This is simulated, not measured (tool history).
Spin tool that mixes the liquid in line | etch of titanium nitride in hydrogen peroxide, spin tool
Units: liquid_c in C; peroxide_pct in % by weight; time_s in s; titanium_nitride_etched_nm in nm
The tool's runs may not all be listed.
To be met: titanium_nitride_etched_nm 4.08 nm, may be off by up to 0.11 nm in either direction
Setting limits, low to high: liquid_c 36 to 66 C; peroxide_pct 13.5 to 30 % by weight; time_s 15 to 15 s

run,day,liquid_c,peroxide_pct,time_s,titanium_nitride_etched_nm
1,0,52,25.5,15,1.6363
2,0.35,52,25.5,15,1.6398
3,0.533,56,25.5,15,2.1503
4,0.75,53,25.5,15,1.7636
5,1.05,53,30,15,1.8021
6,1.129,53,30,15,1.8158
7,1.483,61,30,15,3.1619
8,1.646,62,30,15,3.3781
9,1.938,63,30,15,3.635
10,2.15,63.5,30,15,3.7506

Which one of the following 5 next-run settings gets every result inside its allowed miss? There is exactly one.
A,2.362,64.5,25.5,15,?
B,2.362,65,28,15,?
C,2.362,65.5,30,15,?
D,2.362,66,30,15,?
E,2.362,66,28.5,15,?

move,titanium_nitride_etched_nm
A,3.8738
B,4.0869
C,4.2888
D,4.432
E,4.3819
A: moves toward the targets from the last run without getting all of them in spec
B: all results land within tolerance of their targets
C: pushes the last run's worst result past its target
D: pushes the last run's worst result past its target
E: pushes the last run's worst result past its target
B is the move that brings every result within its allowed miss.

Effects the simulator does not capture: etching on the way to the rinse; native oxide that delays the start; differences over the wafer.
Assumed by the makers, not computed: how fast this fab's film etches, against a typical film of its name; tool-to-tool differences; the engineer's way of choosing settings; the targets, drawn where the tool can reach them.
